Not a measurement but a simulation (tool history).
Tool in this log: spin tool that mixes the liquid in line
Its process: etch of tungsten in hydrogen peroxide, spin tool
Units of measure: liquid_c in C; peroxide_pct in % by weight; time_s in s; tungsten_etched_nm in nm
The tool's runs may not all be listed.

Run 1, day 0.000: liquid_c 56.0 C, peroxide_pct 16.0 % by weight, time_s 15 s. Result: tungsten_etched_nm 17.038 nm.
Run 2, day 0.346: liquid_c 56.0 C, peroxide_pct 17.5 % by weight, time_s 15 s. Result: tungsten_etched_nm 17.905 nm.
Run 3, day 0.712: liquid_c 56.5 C, peroxide_pct 17.5 % by weight, time_s 15 s. Result: tungsten_etched_nm 18.260 nm.
Run 4, day 0.754: liquid_c 57.0 C, peroxide_pct 17.5 % by weight, time_s 15 s. Result: tungsten_etched_nm 19.025 nm.
Run 5, day 1.108: liquid_c 57.0 C, peroxide_pct 17.5 % by weight, time_s 15 s. Result: tungsten_etched_nm 18.917 nm.
Run 6, day 1.375: liquid_c 54.5 C, peroxide_pct 17.5 % by weight, time_s 15 s. Result: tungsten_etched_nm 16.247 nm.
Run 7, day 1.492: liquid_c 55.5 C, peroxide_pct 17.5 % by weight, time_s 15 s. Result: tungsten_etched_nm 17.396 nm.

Run 8 has not been measured yet. What should we expect?
Run 8, day 1.600: liquid_c 56.0 C, peroxide_pct 17.5 % by weight, time_s 15 s. Result: tungsten_etched_nm ?.

Run 8 produced tungsten_etched_nm 17.949 nm.
